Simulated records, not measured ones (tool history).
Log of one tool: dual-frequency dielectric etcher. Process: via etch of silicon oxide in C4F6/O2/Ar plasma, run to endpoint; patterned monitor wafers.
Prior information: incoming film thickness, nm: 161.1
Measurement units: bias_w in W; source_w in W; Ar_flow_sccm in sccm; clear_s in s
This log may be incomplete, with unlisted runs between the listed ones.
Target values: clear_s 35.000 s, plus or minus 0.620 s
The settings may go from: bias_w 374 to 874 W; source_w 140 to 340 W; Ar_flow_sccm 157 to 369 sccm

{"run": 1, "hour": 0.0, "bias_w": 624, "source_w": 240, "Ar_flow_sccm": 263, "clear_s": 38.079}
{"run": 2, "hour": 1.2, "bias_w": 624, "source_w": 240, "Ar_flow_sccm": 295, "clear_s": 38.575}
{"run": 3, "hour": 3.9, "bias_w": 571, "source_w": 240, "Ar_flow_sccm": 295, "clear_s": 39.659}
{"run": 4, "hour": 11.6, "bias_w": 628, "source_w": 240, "Ar_flow_sccm": 294, "clear_s": 38.62}
{"run": 5, "hour": 13.6, "bias_w": 628, "source_w": 240, "Ar_flow_sccm": 325, "clear_s": 39.019}
{"run": 6, "hour": 22.3, "bias_w": 678, "source_w": 240, "Ar_flow_sccm": 324, "clear_s": 37.981}
{"run": 7, "hour": 23.6, "bias_w": 716, "source_w": 240, "Ar_flow_sccm": 323, "clear_s": 37.652}
{"run": 8, "hour": 25.3, "bias_w": 751, "source_w": 240, "Ar_flow_sccm": 322, "clear_s": 36.572}
{"run": 9, "hour": 30.3, "bias_w": 771, "source_w": 240, "Ar_flow_sccm": 322, "clear_s": 36.553}
{"run": 10, "hour": 32.6, "bias_w": 771, "source_w": 240, "Ar_flow_sccm": 322, "clear_s": 36.272}
{"run": 11, "hour": 37.0, "bias_w": 788, "source_w": 240, "Ar_flow_sccm": 322, "clear_s": 36.329}

5 candidate next runs follow, results not yet known. Just one meets every target within its allowed miss. Identify it.
{"run": "A", "hour": 41.4, "bias_w": 789, "source_w": 270, "Ar_flow_sccm": 300, "clear_s": "?"}
{"run": "B", "hour": 41.4, "bias_w": 692, "source_w": 270, "Ar_flow_sccm": 365, "clear_s": "?"}
{"run": "C", "hour": 41.4, "bias_w": 795, "source_w": 190, "Ar_flow_sccm": 305, "clear_s": "?"}
{"run": "D", "hour": 41.4, "bias_w": 740, "source_w": 230, "Ar_flow_sccm": 341, "clear_s": "?"}
{"run": "E", "hour": 41.4, "bias_w": 722, "source_w": 250, "Ar_flow_sccm": 283, "clear_s": "?"}

move=A clear_s=35.225
move=B clear_s=37.738
move=C clear_s=38.519
move=D clear_s=38.171
move=E clear_s=36.766
A: each result inside its tolerance
B: the biggest miss grows against the last run
C: the biggest miss grows against the last run
D: the biggest miss grows against the last run
E: the biggest miss grows against the last run
Move A is the one to make.
